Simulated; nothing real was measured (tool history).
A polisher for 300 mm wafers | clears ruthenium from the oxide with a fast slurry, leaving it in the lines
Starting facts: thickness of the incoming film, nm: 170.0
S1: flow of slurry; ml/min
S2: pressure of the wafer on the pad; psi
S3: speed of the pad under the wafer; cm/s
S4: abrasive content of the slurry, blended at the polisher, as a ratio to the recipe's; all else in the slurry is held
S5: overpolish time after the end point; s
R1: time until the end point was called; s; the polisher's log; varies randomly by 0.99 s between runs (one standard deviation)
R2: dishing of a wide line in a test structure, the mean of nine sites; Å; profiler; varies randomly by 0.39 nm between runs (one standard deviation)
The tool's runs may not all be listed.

run  hour   S1   S2   S3   S4  S5      R1      R2
  1     0  250  2.7  106    1  27  38.849  563.65
  2   2.4  300  2.7  106    1  27  38.113  582.79
  3   8.6  275  2.5  104    1  24  43.308  520.76
  4    14  275  2.5  104    1  31  41.519  588.38
  5  15.4  255  2.4  100    1  27  46.679  533.61
  6  20.4  255  2.4  100  0.8  27  52.245  483.66

Run 7 has not been measured yet. What should we expect?
  7  27.6  240  2.5  98  0.75  24   ?   ?

Run 7 produced R1 55.781 s, R2 442.02 Å.
